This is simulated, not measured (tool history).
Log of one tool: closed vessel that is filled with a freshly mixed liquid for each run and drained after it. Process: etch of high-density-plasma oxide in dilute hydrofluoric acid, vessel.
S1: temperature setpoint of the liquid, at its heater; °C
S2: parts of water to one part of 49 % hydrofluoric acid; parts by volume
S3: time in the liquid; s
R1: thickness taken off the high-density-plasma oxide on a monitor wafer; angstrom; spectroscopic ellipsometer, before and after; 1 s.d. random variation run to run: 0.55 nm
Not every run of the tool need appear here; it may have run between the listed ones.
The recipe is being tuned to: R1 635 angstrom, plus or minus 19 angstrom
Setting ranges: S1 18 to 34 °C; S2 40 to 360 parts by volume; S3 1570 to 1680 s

run  hour    S1   S2    S3      R1
  1     0    26  200  1570  454.15
  2   3.4    27  200  1570  467.47
  3   6.8    24  200  1570  420.54
  4  14.4  25.5  200  1570  440.12
  5  22.3  25.5  240  1570  347.23
  6  28.8    28  240  1570  387.66
  7    36    29  235  1570  411.38
  8  40.5  29.5  230  1570  424.33
  9  48.7    30  225  1570  442.88
 10  52.1  30.5  220  1570  465.76
 11  56.8    34  180  1570  677.64
 12    65    34  180  1570  683.57
 13  74.5  33.5  180  1570     666
 14  82.4    33  180  1570  666.31

Which of these 5 next moves meets every target?
  A  90.3    31  175  1680   ?
  B  90.3    34  190  1680   ?
  C  90.3  31.5  170  1570   ?
  D  90.3    34  195  1640   ?
  E  90.3    31  165  1570   ?

move      R1
   A  682.45
   B  682.55
   C  672.44
   D  644.85
   E   685.3
A: its largest miss is bigger than the last run's
B: its largest miss is bigger than the last run's
C: its largest miss is bigger than the last run's
D: every result within its allowed miss
E: its largest miss is bigger than the last run's
Go with D: it meets all targets.

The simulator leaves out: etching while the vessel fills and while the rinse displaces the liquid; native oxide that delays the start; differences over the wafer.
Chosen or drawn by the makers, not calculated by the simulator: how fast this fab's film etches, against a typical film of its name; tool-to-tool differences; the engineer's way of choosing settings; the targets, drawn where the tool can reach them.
